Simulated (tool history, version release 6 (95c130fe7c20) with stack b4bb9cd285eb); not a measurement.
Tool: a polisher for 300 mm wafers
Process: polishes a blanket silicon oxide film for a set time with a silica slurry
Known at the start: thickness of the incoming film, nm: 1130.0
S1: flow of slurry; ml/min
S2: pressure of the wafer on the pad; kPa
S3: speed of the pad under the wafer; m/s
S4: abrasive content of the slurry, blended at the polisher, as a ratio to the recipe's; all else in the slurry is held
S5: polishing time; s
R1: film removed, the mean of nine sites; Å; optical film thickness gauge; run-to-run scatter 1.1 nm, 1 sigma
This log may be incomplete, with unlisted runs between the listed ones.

Run 1, day 0.000: S1 195 ml/min, S2 29.6 kPa, S3 1.04 m/s, S4 1.00, S5 53 s. Result: R1 1701.40 Å.
Run 2, day 0.117: S1 195 ml/min, S2 25.5 kPa, S3 1.02 m/s, S4 1.00, S5 53 s. Result: R1 1412.10 Å.
Run 3, day 0.358: S1 195 ml/min, S2 25.5 kPa, S3 1.02 m/s, S4 1.00, S5 56 s. Result: R1 1507.10 Å.
Run 4, day 0.683: S1 195 ml/min, S2 25.5 kPa, S3 1.16 m/s, S4 1.00, S5 56 s. Result: R1 1696.90 Å.
Run 5, day 0.983: S1 195 ml/min, S2 22.1 kPa, S3 1.14 m/s, S4 1.00, S5 56 s. Result: R1 1446.20 Å.
Run 6, day 1.296: S1 195 ml/min, S2 22.1 kPa, S3 1.26 m/s, S4 1.00, S5 56 s. Result: R1 1553.40 Å.
Run 7, day 1.325: S1 195 ml/min, S2 22.1 kPa, S3 1.26 m/s, S4 1.00, S5 56 s. Result: R1 1567.40 Å.
Run 8, day 1.696: S1 190 ml/min, S2 13.8 kPa, S3 1.04 m/s, S4 0.95, S5 56 s. Result: R1 825.73 Å.
Run 9, day 1.750: S1 195 ml/min, S2 14.5 kPa, S3 1.04 m/s, S4 0.95, S5 56 s. Result: R1 869.16 Å.
Run 10, day 2.121: S1 200 ml/min, S2 15.2 kPa, S3 1.04 m/s, S4 0.95, S5 56 s. Result: R1 911.32 Å.

What does the tool deliver on the next run?
Run 11, day 2.304: S1 210 ml/min, S2 15.2 kPa, S3 1.04 m/s, S4 0.95, S5 56 s. Result: R1 ?.

Run 11 gave R1 925.40 Å.
